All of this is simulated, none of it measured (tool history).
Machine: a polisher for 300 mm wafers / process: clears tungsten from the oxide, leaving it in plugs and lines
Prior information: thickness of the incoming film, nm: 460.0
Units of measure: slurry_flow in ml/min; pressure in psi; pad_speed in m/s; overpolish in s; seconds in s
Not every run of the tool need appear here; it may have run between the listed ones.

{"run": 1, "hour": 0.0, "slurry_flow": 225, "pressure": 2.8, "pad_speed": 0.92, "slurry_solids": 1, "overpolish": 46, "seconds": 117.33}
{"run": 2, "hour": 2.9, "slurry_flow": 185, "pressure": 2.8, "pad_speed": 0.92, "slurry_solids": 1, "overpolish": 46, "seconds": 121.56}
{"run": 3, "hour": 6.5, "slurry_flow": 180, "pressure": 2.3, "pad_speed": 0.78, "slurry_solids": 1, "overpolish": 46, "seconds": 174.19}
{"run": 4, "hour": 7.2, "slurry_flow": 175, "pressure": 2, "pad_speed": 0.7, "slurry_solids": 1, "overpolish": 46, "seconds": 223.97}
{"run": 5, "hour": 9.3, "slurry_flow": 215, "pressure": 2, "pad_speed": 0.7, "slurry_solids": 1, "overpolish": 46, "seconds": 212.52}
{"run": 6, "hour": 14.6, "slurry_flow": 215, "pressure": 2, "pad_speed": 0.7, "slurry_solids": 1, "overpolish": 46, "seconds": 216.97}
{"run": 7, "hour": 18.1, "slurry_flow": 215, "pressure": 1.8, "pad_speed": 0.66, "slurry_solids": 1, "overpolish": 46, "seconds": 252.23}

The next listed run, before its measurement:
{"run": 8, "hour": 21.7, "slurry_flow": 215, "pressure": 1.6, "pad_speed": 0.64, "slurry_solids": 1, "overpolish": 46, "seconds": "?"}

seconds: 291.21 s
